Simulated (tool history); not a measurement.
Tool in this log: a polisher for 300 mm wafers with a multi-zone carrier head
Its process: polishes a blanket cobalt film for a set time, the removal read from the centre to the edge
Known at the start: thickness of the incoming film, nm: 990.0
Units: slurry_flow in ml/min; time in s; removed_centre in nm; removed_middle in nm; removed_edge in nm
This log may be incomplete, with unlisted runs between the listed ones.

{"run": 1, "hour": 0.0, "slurry_flow": 285, "centre_zone": 1.0, "middle_zone": 1.0, "edge_zone": 1.0, "time": 38, "removed_centre": 143.01, "removed_middle": 141.95, "removed_edge": 146.1}
{"run": 2, "hour": 6.9, "slurry_flow": 285, "centre_zone": 1.0, "middle_zone": 1.0, "edge_zone": 1.0, "time": 33, "removed_centre": 122.95, "removed_middle": 122.14, "removed_edge": 124.64}
{"run": 3, "hour": 8.7, "slurry_flow": 280, "centre_zone": 0.98, "middle_zone": 0.99, "edge_zone": 0.98, "time": 31, "removed_centre": 114.21, "removed_middle": 114.25, "removed_edge": 114.31}
{"run": 4, "hour": 14.2, "slurry_flow": 280, "centre_zone": 0.98, "middle_zone": 0.99, "edge_zone": 0.93, "time": 31, "removed_centre": 112.48, "removed_middle": 113.53, "removed_edge": 113.07}
{"run": 5, "hour": 16.0, "slurry_flow": 255, "centre_zone": 0.98, "middle_zone": 0.99, "edge_zone": 0.93, "time": 31, "removed_centre": 113.31, "removed_middle": 111.94, "removed_edge": 113.15}
{"run": 6, "hour": 19.6, "slurry_flow": 260, "centre_zone": 0.96, "middle_zone": 0.98, "edge_zone": 0.93, "time": 30, "removed_centre": 106.09, "removed_middle": 108.16, "removed_edge": 111.09}
{"run": 7, "hour": 26.9, "slurry_flow": 270, "centre_zone": 0.95, "middle_zone": 0.98, "edge_zone": 0.93, "time": 29, "removed_centre": 103.38, "removed_middle": 105.24, "removed_edge": 105.17}
{"run": 8, "hour": 29.5, "slurry_flow": 270, "centre_zone": 0.93, "middle_zone": 0.97, "edge_zone": 0.93, "time": 28, "removed_centre": 96.581, "removed_middle": 99.244, "removed_edge": 102.78}
{"run": 9, "hour": 34.2, "slurry_flow": 275, "centre_zone": 0.92, "middle_zone": 0.97, "edge_zone": 0.92, "time": 27, "removed_centre": 93.197, "removed_middle": 98.176, "removed_edge": 99.291}
{"run": 10, "hour": 37.0, "slurry_flow": 260, "centre_zone": 0.83, "middle_zone": 0.89, "edge_zone": 0.82, "time": 19, "removed_centre": 58.701, "removed_middle": 63.07, "removed_edge": 64.54}
{"run": 11, "hour": 44.6, "slurry_flow": 265, "centre_zone": 0.84, "middle_zone": 0.91, "edge_zone": 0.84, "time": 19, "removed_centre": 58.651, "removed_middle": 63.547, "removed_edge": 66.588}
{"run": 12, "hour": 45.5, "slurry_flow": 270, "centre_zone": 0.86, "middle_zone": 0.93, "edge_zone": 0.85, "time": 19, "removed_centre": 60.19, "removed_middle": 65.857, "removed_edge": 66.091}

Run 13 has not been measured yet. What should we expect?
{"run": 13, "hour": 51.6, "slurry_flow": 270, "centre_zone": 0.87, "middle_zone": 0.94, "edge_zone": 0.87, "time": 19, "removed_centre": "?", "removed_middle": "?", "removed_edge": "?"}

For run 13 the tool returned removed_centre 61.859 nm, removed_middle 65.471 nm, removed_edge 67.743 nm.

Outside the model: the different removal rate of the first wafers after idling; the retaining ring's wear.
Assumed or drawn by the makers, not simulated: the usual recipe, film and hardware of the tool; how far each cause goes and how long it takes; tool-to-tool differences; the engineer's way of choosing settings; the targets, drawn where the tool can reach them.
